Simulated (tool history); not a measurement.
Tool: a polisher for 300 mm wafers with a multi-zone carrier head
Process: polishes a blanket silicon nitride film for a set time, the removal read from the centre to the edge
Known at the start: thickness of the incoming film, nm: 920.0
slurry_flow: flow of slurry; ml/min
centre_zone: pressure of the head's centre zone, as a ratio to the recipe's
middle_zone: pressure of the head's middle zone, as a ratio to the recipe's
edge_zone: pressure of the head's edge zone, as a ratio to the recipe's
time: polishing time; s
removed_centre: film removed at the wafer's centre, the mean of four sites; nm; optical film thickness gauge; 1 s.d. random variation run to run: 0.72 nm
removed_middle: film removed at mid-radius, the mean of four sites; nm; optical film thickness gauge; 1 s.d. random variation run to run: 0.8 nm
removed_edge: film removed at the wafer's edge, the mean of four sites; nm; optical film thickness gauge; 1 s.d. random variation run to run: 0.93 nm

run	hour	slurry_flow	centre_zone	middle_zone	edge_zone	time	removed_centre	removed_middle	removed_edge
1	0	295	1	1	1	40	88.039	83.305	84.849
2	1.1	285	0.95	0.98	1.01	39	80.66	80.52	82.561
3	3.1	280	0.91	0.95	1.02	38	74.993	75.19	80.203
4	4.6	280	0.91	0.95	1.02	46	90.079	93.615	99.713
5	7	270	0.88	0.94	1.02	43	82.082	85.402	90.767
6	7.8	270	0.88	0.94	1.06	43	80.326	84.872	91.551

For run 7, what comes out?
7	15.4	265	0.86	0.93	1.06	41	?	?	?

removed_centre: 75.87 nm
removed_middle: 79.732 nm
removed_edge: 89.101 nm

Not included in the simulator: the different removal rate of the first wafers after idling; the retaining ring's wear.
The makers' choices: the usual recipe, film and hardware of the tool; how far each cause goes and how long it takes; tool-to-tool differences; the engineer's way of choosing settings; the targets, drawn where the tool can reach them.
